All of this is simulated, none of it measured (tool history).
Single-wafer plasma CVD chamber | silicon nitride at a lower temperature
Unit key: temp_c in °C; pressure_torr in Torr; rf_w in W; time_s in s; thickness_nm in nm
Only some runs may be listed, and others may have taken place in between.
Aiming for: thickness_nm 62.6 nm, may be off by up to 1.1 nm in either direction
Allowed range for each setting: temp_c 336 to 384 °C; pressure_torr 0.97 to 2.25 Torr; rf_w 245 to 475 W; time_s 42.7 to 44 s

run 1 hour=0 | temp_c=360 pressure_torr=1.61 rf_w=360 time_s=42.7 | thickness_nm=53.527
run 2 hour=7.4 | temp_c=360 pressure_torr=1.61 rf_w=360 time_s=44 | thickness_nm=55.113
run 3 hour=10.9 | temp_c=360 pressure_torr=1.75 rf_w=365 time_s=44 | thickness_nm=56.351
run 4 hour=17.8 | temp_c=360 pressure_torr=1.82 rf_w=380 time_s=44 | thickness_nm=59.8
run 5 hour=23.3 | temp_c=360 pressure_torr=1.88 rf_w=380 time_s=44 | thickness_nm=59.923
run 6 hour=30.9 | temp_c=360 pressure_torr=1.88 rf_w=380 time_s=44 | thickness_nm=59.74
run 7 hour=36.8 | temp_c=360 pressure_torr=1.94 rf_w=380 time_s=44 | thickness_nm=60.09
run 8 hour=37.4 | temp_c=360 pressure_torr=1.99 rf_w=380 time_s=44 | thickness_nm=60.807

Next run, 5 choices. One meets every target within its allowed miss, the rest don't. Which?
run A hour=38 | temp_c=361 pressure_torr=2.01 rf_w=370 time_s=43.6 | thickness_nm=?
run B hour=38 | temp_c=372 pressure_torr=1.87 rf_w=430 time_s=44 | thickness_nm=?
run C hour=38 | temp_c=361 pressure_torr=2.18 rf_w=375 time_s=43.1 | thickness_nm=?
run D hour=38 | temp_c=364 pressure_torr=2.06 rf_w=400 time_s=43.5 | thickness_nm=?
run E hour=38 | temp_c=358 pressure_torr=2.07 rf_w=415 time_s=44 | thickness_nm=?

move=A thickness_nm=58.681
move=B thickness_nm=65.255
move=C thickness_nm=59.802
move=D thickness_nm=62.651
move=E thickness_nm=65.405
A: the biggest miss grows against the last run
B: takes the biggest miss from the last run beyond its target
C: the biggest miss grows against the last run
D: all results in spec
E: takes the biggest miss from the last run beyond its target
Correct choice: D, which meets every target
